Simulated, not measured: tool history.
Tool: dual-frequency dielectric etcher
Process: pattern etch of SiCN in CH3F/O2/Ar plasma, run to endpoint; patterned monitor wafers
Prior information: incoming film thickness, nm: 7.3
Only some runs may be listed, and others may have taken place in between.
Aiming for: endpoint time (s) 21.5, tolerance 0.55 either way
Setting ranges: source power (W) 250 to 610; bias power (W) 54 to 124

run    day  source power (W)  bias power (W)  endpoint time (s)
  1      0               430              89             17.684
  2  0.212               500              89             16.465
  3  0.512               430              84             17.843
  4  0.608               430              93             17.414
  5  0.846               470              93             16.587
  6  0.917               500              93              16.11
  7  0.962               430              87             17.697
  8  1.229               340              73             20.244
  9  1.329               320              72             20.833

5 candidate next runs follow, results not yet known. Just one meets every target within its allowed miss. Identify it.
  A  1.429               360              76                  ?
  B  1.429               330              62                  ?
  C  1.429               350              79                  ?
  D  1.429               400              63                  ?
  E  1.429               350              78                  ?

move  endpoint time (s)
   A             19.732
   B             21.669
   C             19.693
   D             20.096
   E             19.773
A: its largest miss is bigger than the last run's
B: each result inside its tolerance
C: its largest miss is bigger than the last run's
D: its largest miss is bigger than the last run's
E: its largest miss is bigger than the last run's
Answer: B
